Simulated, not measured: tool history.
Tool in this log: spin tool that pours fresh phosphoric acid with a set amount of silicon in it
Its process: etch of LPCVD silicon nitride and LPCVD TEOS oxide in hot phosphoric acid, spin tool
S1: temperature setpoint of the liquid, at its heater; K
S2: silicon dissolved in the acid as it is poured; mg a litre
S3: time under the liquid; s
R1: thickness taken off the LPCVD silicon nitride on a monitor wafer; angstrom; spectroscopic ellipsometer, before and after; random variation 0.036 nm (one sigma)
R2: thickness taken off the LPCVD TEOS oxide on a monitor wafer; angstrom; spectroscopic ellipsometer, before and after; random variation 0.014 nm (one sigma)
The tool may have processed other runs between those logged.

run 1 hour=0 | S1=432.15 S2=28.5 S3=155 | R1=132.28 R2=2.6842
run 2 hour=4.6 | S1=432.15 S2=28.5 S3=100 | R1=86.154 R2=1.8469
run 3 hour=11.5 | S1=431.15 S2=28.5 S3=100 | R1=83.089 R2=1.5982
run 4 hour=12.8 | S1=430.65 S2=25 S3=80 | R1=65.027 R2=1.4722
run 5 hour=18.8 | S1=430.15 S2=23 S3=75 | R1=59.71 R2=1.307
run 6 hour=22.9 | S1=430.15 S2=23 S3=25 | R1=20.197 R2=0.41671

Predict the results of run 7:
run 7 hour=24.2 | S1=430.15 S2=21.5 S3=40 | R1=? R2=?

{"run 7": {"R1": 32.521, "R2": 0.74699}}

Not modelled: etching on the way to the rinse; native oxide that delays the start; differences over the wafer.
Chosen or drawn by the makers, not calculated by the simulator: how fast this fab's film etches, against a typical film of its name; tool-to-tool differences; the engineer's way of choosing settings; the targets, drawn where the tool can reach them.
